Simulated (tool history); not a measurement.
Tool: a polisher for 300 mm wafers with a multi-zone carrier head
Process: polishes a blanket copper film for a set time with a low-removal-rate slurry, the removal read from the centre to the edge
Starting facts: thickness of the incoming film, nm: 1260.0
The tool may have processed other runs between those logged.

run	day	flow of slurry (ml/min)	pressure of the head's centre zone	pressure of the head's middle zone	pressure of the head's edge zone	abrasive content of the slurry	polishing time (s)	film removed at the wafer's centre (angstrom)	film removed at mid-radius (angstrom)	film removed at the wafer's edge (angstrom)
1	0.000	120	1.00	1.00	1.00	1.00	38	738.79	791.11	751.70
2	0.283	120	1.00	1.00	1.04	1.00	38	730.74	776.02	761.96
3	0.462	120	0.99	1.00	1.04	0.95	38	732.20	760.45	764.97
4	0.588	120	0.99	1.00	1.04	0.95	41	771.32	819.27	822.08
5	0.850	120	0.98	1.00	1.03	0.90	40	749.01	785.81	792.07
6	1.058	100	0.98	1.00	1.03	0.90	40	698.24	765.75	764.62
7	1.246	100	0.97	1.00	1.02	0.85	40	696.93	753.42	730.61
8	1.279	95	0.96	1.00	1.02	0.85	40	672.91	731.88	733.14

Run 9 has not been measured yet. What should we expect?
9	1.408	95	0.95	1.00	1.01	0.85	40	?	?	?

{"run 9": {"film removed at the wafer's centre (angstrom)": 644.78, "film removed at mid-radius (angstrom)": 737.09, "film removed at the wafer's edge (angstrom)": 733.61}}
